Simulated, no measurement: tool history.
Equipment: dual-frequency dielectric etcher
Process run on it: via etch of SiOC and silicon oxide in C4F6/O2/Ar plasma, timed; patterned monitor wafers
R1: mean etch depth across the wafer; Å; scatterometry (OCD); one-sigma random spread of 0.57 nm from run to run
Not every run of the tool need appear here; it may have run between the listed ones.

run 1 hour=0.0 | source_power_(W)=400 bias_power_(W)=141 etch_time_(s)=69 | R1=836.58
run 2 hour=1.6 | source_power_(W)=400 bias_power_(W)=126 etch_time_(s)=69 | R1=802.63
run 3 hour=7.2 | source_power_(W)=430 bias_power_(W)=129 etch_time_(s)=69 | R1=837.04
run 4 hour=11.3 | source_power_(W)=430 bias_power_(W)=129 etch_time_(s)=69 | R1=831.62
run 5 hour=14.9 | source_power_(W)=460 bias_power_(W)=131 etch_time_(s)=69 | R1=867.99
run 6 hour=22.9 | source_power_(W)=470 bias_power_(W)=132 etch_time_(s)=69 | R1=864.13
run 7 hour=28.9 | source_power_(W)=470 bias_power_(W)=132 etch_time_(s)=69 | R1=865.07

Run 8 is up next; what results do you expect?
run 8 hour=35.1 | source_power_(W)=490 bias_power_(W)=134 etch_time_(s)=69 | R1=?

Run 8 gave R1 880.31 Å.
